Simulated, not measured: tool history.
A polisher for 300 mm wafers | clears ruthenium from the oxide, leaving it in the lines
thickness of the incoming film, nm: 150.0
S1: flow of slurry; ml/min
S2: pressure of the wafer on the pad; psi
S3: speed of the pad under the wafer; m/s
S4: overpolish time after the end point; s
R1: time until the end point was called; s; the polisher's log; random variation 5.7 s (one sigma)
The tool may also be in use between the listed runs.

Run 1, hour 0.0: S1 250 ml/min, S2 1.5 psi, S3 1.24 m/s, S4 36 s. Result: R1 190.22 s.
Run 2, hour 6.2: S1 250 ml/min, S2 1.5 psi, S3 1.24 m/s, S4 36 s. Result: R1 197.88 s.
Run 3, hour 12.8: S1 315 ml/min, S2 1.5 psi, S3 1.24 m/s, S4 36 s. Result: R1 181.43 s.
Run 4, hour 14.9: S1 315 ml/min, S2 1.5 psi, S3 1.24 m/s, S4 38 s. Result: R1 183.60 s.
Run 5, hour 22.3: S1 310 ml/min, S2 1.3 psi, S3 1.22 m/s, S4 38 s. Result: R1 221.02 s.
Run 6, hour 24.8: S1 305 ml/min, S2 1.2 psi, S3 1.20 m/s, S4 38 s. Result: R1 231.05 s.

Forecast run 7:
Run 7, hour 31.9: S1 305 ml/min, S2 1.2 psi, S3 1.20 m/s, S4 38 s. Result: R1 ?.

R1: 237.78 s
